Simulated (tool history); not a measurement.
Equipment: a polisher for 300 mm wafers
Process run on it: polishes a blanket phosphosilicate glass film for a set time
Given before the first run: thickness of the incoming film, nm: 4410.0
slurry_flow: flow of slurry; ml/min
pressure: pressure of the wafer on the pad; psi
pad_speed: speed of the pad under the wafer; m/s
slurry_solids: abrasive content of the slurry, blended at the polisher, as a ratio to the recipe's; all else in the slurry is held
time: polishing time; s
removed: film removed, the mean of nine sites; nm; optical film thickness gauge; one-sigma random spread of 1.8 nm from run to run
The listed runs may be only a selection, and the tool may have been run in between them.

Run 1, day 0: slurry_flow 165 ml/min, pressure 2.7 psi, pad_speed 1.3 m/s, slurry_solids 1, time 27 s. Result: removed 179.66 nm.
Run 2, day 0.225: slurry_flow 165 ml/min, pressure 2.5 psi, pad_speed 1.3 m/s, slurry_solids 1, time 27 s. Result: removed 174.7 nm.
Run 3, day 0.383: slurry_flow 165 ml/min, pressure 2.5 psi, pad_speed 1.3 m/s, slurry_solids 1.15, time 27 s. Result: removed 184.62 nm.
Run 4, day 0.446: slurry_flow 165 ml/min, pressure 2.5 psi, pad_speed 1.1 m/s, slurry_solids 1.15, time 27 s. Result: removed 169.23 nm.
Run 5, day 0.662: slurry_flow 205 ml/min, pressure 2.5 psi, pad_speed 1.1 m/s, slurry_solids 1.15, time 27 s. Result: removed 171.76 nm.
Run 6, day 0.938: slurry_flow 205 ml/min, pressure 3 psi, pad_speed 1.1 m/s, slurry_solids 1.15, time 27 s. Result: removed 196.89 nm.
Run 7, day 1.179: slurry_flow 205 ml/min, pressure 2.8 psi, pad_speed 1.08 m/s, slurry_solids 1.15, time 27 s. Result: removed 184.35 nm.
Run 8, day 1.438: slurry_flow 205 ml/min, pressure 2.6 psi, pad_speed 1.06 m/s, slurry_solids 1.15, time 27 s. Result: removed 175.41 nm.

Expected results for the next run?
Run 9, day 1.688: slurry_flow 205 ml/min, pressure 2.4 psi, pad_speed 1.04 m/s, slurry_solids 1.15, time 27 s. Result: removed ?.

Run 9 came out at removed 163.8 nm.
